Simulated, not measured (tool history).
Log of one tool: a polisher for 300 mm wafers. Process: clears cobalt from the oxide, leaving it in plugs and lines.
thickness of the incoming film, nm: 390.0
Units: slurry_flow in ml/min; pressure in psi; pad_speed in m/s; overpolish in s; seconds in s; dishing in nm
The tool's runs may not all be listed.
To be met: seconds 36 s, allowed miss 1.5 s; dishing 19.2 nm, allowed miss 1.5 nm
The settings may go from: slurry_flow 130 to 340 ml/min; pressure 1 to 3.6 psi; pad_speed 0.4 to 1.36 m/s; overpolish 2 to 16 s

| run | hour | slurry_flow | pressure | pad_speed | overpolish | seconds | dishing |
|---|---|---|---|---|---|---|---|
| 1 | 0 | 220 | 2.3 | 0.88 | 8 | 75.068 | 30.971 |
| 2 | 0.5 | 220 | 2.8 | 0.88 | 8 | 63.022 | 35.208 |
| 3 | 7.3 | 220 | 2.8 | 0.92 | 7 | 59.612 | 33.278 |
| 4 | 9.7 | 190 | 2.8 | 0.92 | 7 | 61.325 | 31.36 |
|  | 12.9 | head pressure recalibrated |
| 5 | 12.9 | 210 | 2.8 | 0.92 | 7 | 55.873 | 34.609 |
| 6 | 15.5 | 200 | 2.9 | 0.94 | 6 | 53.075 | 32.526 |
| 7 | 19.8 | 190 | 2.9 | 0.96 | 5 | 52.244 | 28.572 |
| 8 | 24.5 | 180 | 2.9 | 1 | 5 | 50.321 | 29.04 |

5 next moves are on the table. One of them brings every result within its allowed miss. Which?
| A | 29.2 | 150 | 3.5 | 1.34 | 7 | ? | ? |
| B | 29.2 | 185 | 3.4 | 1.2 | 2 | ? | ? |
| C | 29.2 | 200 | 2.1 | 0.78 | 14 | ? | ? |
| D | 29.2 | 160 | 2.6 | 0.92 | 8 | ? | ? |
| E | 29.2 | 145 | 1.9 | 1.1 | 9 | ? | ? |

| move | seconds | dishing |
|---|---|---|
| A | 32.741 | 45.587 |
| B | 36.264 | 18.632 |
| C | 87.177 | 39.759 |
| D | 62.471 | 34.689 |
| E | 72.398 | 34.067 |
A: takes the result that was furthest off past its target
B: meets every target
C: further off than the last run
D: further off than the last run
E: further off than the last run
The right move is B.
